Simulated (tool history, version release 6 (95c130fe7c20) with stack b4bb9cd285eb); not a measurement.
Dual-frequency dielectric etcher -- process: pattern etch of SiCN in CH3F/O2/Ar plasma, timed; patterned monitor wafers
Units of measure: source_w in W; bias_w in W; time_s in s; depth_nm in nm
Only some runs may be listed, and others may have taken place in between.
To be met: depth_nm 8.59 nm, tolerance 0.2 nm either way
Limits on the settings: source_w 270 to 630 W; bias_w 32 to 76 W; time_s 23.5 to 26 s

Run 1, hour 0: source_w 450 W, bias_w 54 W, time_s 26 s. Result: depth_nm 9.8973 nm.
Run 2, hour 1.1: source_w 450 W, bias_w 59 W, time_s 26 s. Result: depth_nm 10.138 nm.
Run 3, hour 4.7: source_w 520 W, bias_w 59 W, time_s 26 s. Result: depth_nm 10.949 nm.
Run 4, hour 9.1: source_w 470 W, bias_w 57 W, time_s 26 s. Result: depth_nm 10.22 nm.
Run 5, hour 14.9: source_w 470 W, bias_w 49 W, time_s 26 s. Result: depth_nm 9.8098 nm.
Run 6, hour 18.4: source_w 530 W, bias_w 49 W, time_s 26 s. Result: depth_nm 10.31 nm.
Run 7, hour 25.4: source_w 490 W, bias_w 48 W, time_s 26 s. Result: depth_nm 9.8958 nm.
At hour 27.6: source power generator calibrated.
Run 8, hour 27.6: source_w 460 W, bias_w 47 W, time_s 26 s. Result: depth_nm 9.2734 nm.
Run 9, hour 31.4: source_w 450 W, bias_w 47 W, time_s 26 s. Result: depth_nm 9.1281 nm.
Run 10, hour 35.9: source_w 440 W, bias_w 47 W, time_s 26 s. Result: depth_nm 9.0453 nm.
Run 11, hour 37.4: source_w 430 W, bias_w 47 W, time_s 26 s. Result: depth_nm 8.8841 nm.

Exactly one of the 5 candidate moves below puts every result within its allowed miss. Which one?
Run A, hour 38.9: source_w 500 W, bias_w 50 W, time_s 24 s. Result: depth_nm ?.
Run B, hour 38.9: source_w 470 W, bias_w 53 W, time_s 24 s. Result: depth_nm ?.
Run C, hour 38.9: source_w 500 W, bias_w 54 W, time_s 23.5 s. Result: depth_nm ?.
Run D, hour 38.9: source_w 420 W, bias_w 54 W, time_s 25.5 s. Result: depth_nm ?.
Run E, hour 38.9: source_w 450 W, bias_w 50 W, time_s 24 s. Result: depth_nm ?.

move  depth_nm
   A    9.1109
   B    9.0056
   C    9.1794
   D    9.0543
   E    8.6036
A: misses by more than the last run did
B: misses by more than the last run did
C: misses by more than the last run did
D: misses by more than the last run did
E: all results in spec
Go with E: it meets all targets.

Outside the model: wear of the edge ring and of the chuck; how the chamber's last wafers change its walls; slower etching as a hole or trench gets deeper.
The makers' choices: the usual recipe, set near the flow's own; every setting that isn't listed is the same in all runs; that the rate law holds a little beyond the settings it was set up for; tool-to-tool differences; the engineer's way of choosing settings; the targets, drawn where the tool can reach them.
